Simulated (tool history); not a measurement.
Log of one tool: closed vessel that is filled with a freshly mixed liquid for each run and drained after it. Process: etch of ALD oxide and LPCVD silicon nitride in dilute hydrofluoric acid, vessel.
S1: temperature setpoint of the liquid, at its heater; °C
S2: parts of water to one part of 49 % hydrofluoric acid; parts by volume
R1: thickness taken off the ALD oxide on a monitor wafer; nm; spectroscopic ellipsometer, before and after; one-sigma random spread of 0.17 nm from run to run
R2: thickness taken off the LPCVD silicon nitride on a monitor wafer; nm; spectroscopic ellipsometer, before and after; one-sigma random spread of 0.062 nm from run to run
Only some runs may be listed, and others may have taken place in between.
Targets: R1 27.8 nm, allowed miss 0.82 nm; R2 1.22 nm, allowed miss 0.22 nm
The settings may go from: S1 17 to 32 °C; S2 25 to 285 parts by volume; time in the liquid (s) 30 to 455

run 1 day=0 | S1=24 S2=155 time_in_the_liquid_(s)=230 | R1=15.016 R2=0.68845
run 2 day=0.3 | S1=24 S2=130 time_in_the_liquid_(s)=230 | R1=18.623 R2=0.82461
run 3 day=0.654 | S1=21.5 S2=130 time_in_the_liquid_(s)=230 | R1=16.743 R2=0.63414
run 4 day=0.746 | S1=22 S2=125 time_in_the_liquid_(s)=230 | R1=17.964 R2=0.69844
run 5 day=0.929 | S1=22.5 S2=120 time_in_the_liquid_(s)=230 | R1=19.353 R2=0.71553
run 6 day=0.971 | S1=23.5 S2=115 time_in_the_liquid_(s)=230 | R1=21.107 R2=0.83211
run 7 day=1.325 | S1=24 S2=115 time_in_the_liquid_(s)=230 | R1=21.219 R2=0.91197
run 8 day=1.708 | S1=24 S2=110 time_in_the_liquid_(s)=230 | R1=22.347 R2=0.8866
run 9 day=1.925 | S1=24.5 S2=110 time_in_the_liquid_(s)=230 | R1=22.908 R2=0.87382
run 10 day=2.275 | S1=25.5 S2=110 time_in_the_liquid_(s)=230 | R1=23.878 R2=0.96674
run 11 day=2.404 | S1=26 S2=110 time_in_the_liquid_(s)=230 | R1=24.128 R2=1.0661
run 12 day=2.579 | S1=27 S2=90 time_in_the_liquid_(s)=225 | R1=31.028 R2=1.3063
run 13 day=2.821 | S1=26.5 S2=95 time_in_the_liquid_(s)=230 | R1=29.274 R2=1.204

5 next moves are on the table. One of them brings every result within its allowed miss. Which?
run A day=3.062 | S1=29 S2=150 time_in_the_liquid_(s)=305 | R1=? R2=?
run B day=3.062 | S1=23 S2=80 time_in_the_liquid_(s)=225 | R1=? R2=?
run C day=3.062 | S1=27.5 S2=100 time_in_the_liquid_(s)=225 | R1=? R2=?
run D day=3.062 | S1=29.5 S2=110 time_in_the_liquid_(s)=215 | R1=? R2=?
run E day=3.062 | S1=30.5 S2=115 time_in_the_liquid_(s)=215 | R1=? R2=?

move=A R1=25.205 R2=1.254
move=B R1=30.231 R2=1.1742
move=C R1=28.152 R2=1.2645
move=D R1=26.024 R2=1.2467
move=E R1=25.655 R2=1.2687
A: moves the result that the last run missed by most past its target, out the other side
B: the biggest miss grows against the last run
C: hits every target within its allowed miss
D: moves the result that the last run missed by most past its target, out the other side
E: moves the result that the last run missed by most past its target, out the other side
C is the move that brings every result within its allowed miss.
